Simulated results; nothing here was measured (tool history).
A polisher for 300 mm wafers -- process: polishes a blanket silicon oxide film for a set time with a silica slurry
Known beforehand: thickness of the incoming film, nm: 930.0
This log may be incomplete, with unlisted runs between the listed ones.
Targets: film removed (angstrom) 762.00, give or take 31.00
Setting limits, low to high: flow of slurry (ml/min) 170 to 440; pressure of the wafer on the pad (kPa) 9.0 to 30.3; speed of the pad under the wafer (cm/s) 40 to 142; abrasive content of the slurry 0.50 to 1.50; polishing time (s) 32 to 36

run,hour,flow of slurry (ml/min),pressure of the wafer on the pad (kPa),speed of the pad under the wafer (cm/s),abrasive content of the slurry,polishing time (s),film removed (angstrom)
1,0.0,280,19.3,90,1.00,36,575.13
2,5.0,280,19.3,90,1.00,32,507.51
3,5.8,280,19.3,90,1.00,32,507.16
4,10.8,280,21.4,90,1.00,32,546.62
5,16.3,280,23.4,92,1.00,32,624.92
6,19.6,280,24.8,92,1.00,32,664.37
7,23.1,280,25.5,92,1.00,32,685.98
8,28.2,280,26.2,92,1.00,32,687.94
9,29.9,280,26.9,92,1.00,32,716.62
10,31.9,280,26.9,92,1.00,32,703.12

5 next moves are on the table. One of them brings every result within its allowed miss. Which?
A,33.9,295,26.2,88,1.00,33,?
B,33.9,280,22.8,90,1.05,35,?
C,33.9,290,29.6,78,0.85,32,?
D,33.9,280,25.5,82,1.20,36,?
E,33.9,230,22.1,90,1.05,35,?

move,film removed (angstrom)
A,695.48
B,667.00
C,634.02
D,756.76
E,634.92
A: moves away from the targets compared with the last run
B: moves away from the targets compared with the last run
C: moves away from the targets compared with the last run
D: in spec on every target
E: moves away from the targets compared with the last run
Answer: D
